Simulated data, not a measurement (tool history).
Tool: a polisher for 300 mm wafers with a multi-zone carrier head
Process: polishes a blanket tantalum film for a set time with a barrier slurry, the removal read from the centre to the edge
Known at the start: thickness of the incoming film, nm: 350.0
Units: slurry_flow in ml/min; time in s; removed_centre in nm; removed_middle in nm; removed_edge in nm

Run 1, hour 0: slurry_flow 305 ml/min, centre_zone 1, middle_zone 1, edge_zone 1, slurry_solids 1, time 71 s. Result: removed_centre 106.59 nm, removed_middle 108.05 nm, removed_edge 100.25 nm.
Run 2, hour 6.3: slurry_flow 305 ml/min, centre_zone 1, middle_zone 1.07, edge_zone 1, slurry_solids 1, time 71 s. Result: removed_centre 104.16 nm, removed_middle 112.46 nm, removed_edge 102.05 nm.
Run 3, hour 10.2: slurry_flow 305 ml/min, centre_zone 1, middle_zone 1.02, edge_zone 1, slurry_solids 1, time 71 s. Result: removed_centre 106.94 nm, removed_middle 106.45 nm, removed_edge 103.37 nm.
Run 4, hour 14.9: slurry_flow 300 ml/min, centre_zone 0.96, middle_zone 1, edge_zone 0.99, slurry_solids 0.9, time 68 s. Result: removed_centre 96.202 nm, removed_middle 96.226 nm, removed_edge 93.168 nm.
Run 5, hour 23.8: slurry_flow 295 ml/min, centre_zone 0.92, middle_zone 1.01, edge_zone 1, slurry_solids 0.8, time 66 s. Result: removed_centre 83.816 nm, removed_middle 89.549 nm, removed_edge 85.329 nm.
Run 6, hour 24.5: slurry_flow 290 ml/min, centre_zone 0.89, middle_zone 0.99, edge_zone 1.01, slurry_solids 0.75, time 66 s. Result: removed_centre 79.574 nm, removed_middle 85.919 nm, removed_edge 83.671 nm.
Run 7, hour 29.9: slurry_flow 285 ml/min, centre_zone 0.87, middle_zone 0.97, edge_zone 1.01, slurry_solids 0.7, time 65 s. Result: removed_centre 72.471 nm, removed_middle 78.997 nm, removed_edge 80.017 nm.
Run 8, hour 35.2: slurry_flow 280 ml/min, centre_zone 0.86, middle_zone 0.96, edge_zone 0.98, slurry_solids 0.7, time 65 s. Result: removed_centre 72.297 nm, removed_middle 81.625 nm, removed_edge 79.497 nm.
Run 9, hour 43.3: slurry_flow 280 ml/min, centre_zone 0.86, middle_zone 0.95, edge_zone 0.98, slurry_solids 0.65, time 65 s. Result: removed_centre 68.71 nm, removed_middle 75.025 nm, removed_edge 76.068 nm.

The next listed run, before its measurement:
At hour 45.1: centre zone pressure recalibrated.
Run 10, hour 45.1: slurry_flow 280 ml/min, centre_zone 0.86, middle_zone 0.95, edge_zone 0.98, slurry_solids 0.65, time 65 s. Result: removed_centre ?, removed_middle ?, removed_edge ?.

{"run 10": {"removed_centre": 66.95, "removed_middle": 76.71, "removed_edge": 77.247}}
